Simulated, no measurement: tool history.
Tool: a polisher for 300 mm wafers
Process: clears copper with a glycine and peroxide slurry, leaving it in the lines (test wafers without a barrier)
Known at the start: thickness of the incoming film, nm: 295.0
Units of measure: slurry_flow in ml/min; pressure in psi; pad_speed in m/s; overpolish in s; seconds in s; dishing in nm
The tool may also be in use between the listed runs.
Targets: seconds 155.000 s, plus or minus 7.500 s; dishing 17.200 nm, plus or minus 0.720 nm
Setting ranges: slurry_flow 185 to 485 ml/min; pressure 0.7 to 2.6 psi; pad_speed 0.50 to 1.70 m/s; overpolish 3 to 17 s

run	day	slurry_flow	pressure	pad_speed	overpolish	seconds	dishing
1	0.000	310	1.6	1.10	9	98.660	22.537
2	0.333	310	1.3	1.08	10	110.820	22.354
3	0.417	310	1.6	1.08	10	96.282	24.511
4	0.508	310	1.6	1.08	8	93.889	19.705
5	0.646	310	1.6	1.08	11	96.471	26.976
6	0.804	305	1.3	1.02	11	116.340	22.541
7	0.829	300	1.1	1.02	11	124.300	21.269
8	1.029	300	1.0	0.98	11	133.720	19.728
9	1.233	300	0.9	0.96	11	142.990	18.524

5 next moves are on the table. One of them brings every result within its allowed miss. Which?
A	1.438	295	0.8	0.86	14	?	?
B	1.438	295	1.1	0.98	10	?	?
C	1.438	265	1.1	1.02	11	?	?
D	1.438	350	0.9	0.90	13	?	?
E	1.438	380	0.8	0.86	11	?	?

move	seconds	dishing
A	160.730	21.021
B	128.270	18.926
C	126.300	20.981
D	146.620	21.362
E	157.290	17.097
A: moves away from the targets compared with the last run
B: moves away from the targets compared with the last run
C: moves away from the targets compared with the last run
D: moves away from the targets compared with the last run
E: every result lands within tolerance
Move E is the one to make.
